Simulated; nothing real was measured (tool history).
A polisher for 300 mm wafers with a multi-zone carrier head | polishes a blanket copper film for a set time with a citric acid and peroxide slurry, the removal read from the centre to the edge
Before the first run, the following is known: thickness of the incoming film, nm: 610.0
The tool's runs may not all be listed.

| run | day | flow of slurry (ml/min) | pressure of the head's centre zone | pressure of the head's middle zone | pressure of the head's edge zone | abrasive content of the slurry | polishing time (s) | film removed at the wafer's centre (nm) | film removed at mid-radius (nm) | film removed at the wafer's edge (nm) |
|---|---|---|---|---|---|---|---|---|---|---|
| 1 | 0.000 | 275 | 1.00 | 1.00 | 1.00 | 1.00 | 77 | 103.960 | 104.660 | 101.100 |
| 2 | 0.042 | 275 | 0.96 | 1.00 | 1.00 | 1.00 | 77 | 99.528 | 103.050 | 101.940 |
| 3 | 0.233 | 310 | 0.96 | 1.00 | 1.00 | 1.00 | 77 | 101.450 | 103.950 | 101.420 |
| 4 | 0.375 | 310 | 0.96 | 1.00 | 1.04 | 1.00 | 77 | 99.544 | 103.430 | 105.220 |
| 5 | 0.483 | 310 | 0.96 | 1.00 | 1.04 | 1.00 | 92 | 117.600 | 127.770 | 124.540 |
| 6 | 0.700 | 310 | 0.96 | 1.00 | 1.04 | 1.00 | 109 | 138.950 | 149.020 | 146.900 |
| 7 | 0.733 | 305 | 0.93 | 0.99 | 0.99 | 0.85 | 94 | 116.250 | 124.030 | 122.510 |
| 8 | 0.888 | 300 | 0.91 | 1.00 | 0.96 | 0.80 | 80 | 95.645 | 102.700 | 101.710 |
| 9 | 1.225 | 300 | 0.91 | 1.01 | 0.93 | 0.75 | 72 | 84.479 | 92.710 | 88.689 |
| 10 | 1.442 | 300 | 0.91 | 1.00 | 0.91 | 0.70 | 67 | 78.370 | 88.519 | 80.385 |
| 11 | 1.588 | 290 | 0.91 | 0.95 | 0.91 | 0.65 | 64 | 73.794 | 76.269 | 77.614 |
| 12 | 1.667 | 290 | 0.91 | 0.95 | 0.89 | 0.60 | 62 | 72.131 | 74.565 | 72.345 |

Predict the results of run 13:
| 13 | 2.017 | 285 | 0.90 | 0.94 | 0.87 | 0.55 | 61 | ? | ? | ? |

For run 13 the tool returned film removed at the wafer's centre (nm) 69.045, film removed at mid-radius (nm) 73.485, film removed at the wafer's edge (nm) 70.123.

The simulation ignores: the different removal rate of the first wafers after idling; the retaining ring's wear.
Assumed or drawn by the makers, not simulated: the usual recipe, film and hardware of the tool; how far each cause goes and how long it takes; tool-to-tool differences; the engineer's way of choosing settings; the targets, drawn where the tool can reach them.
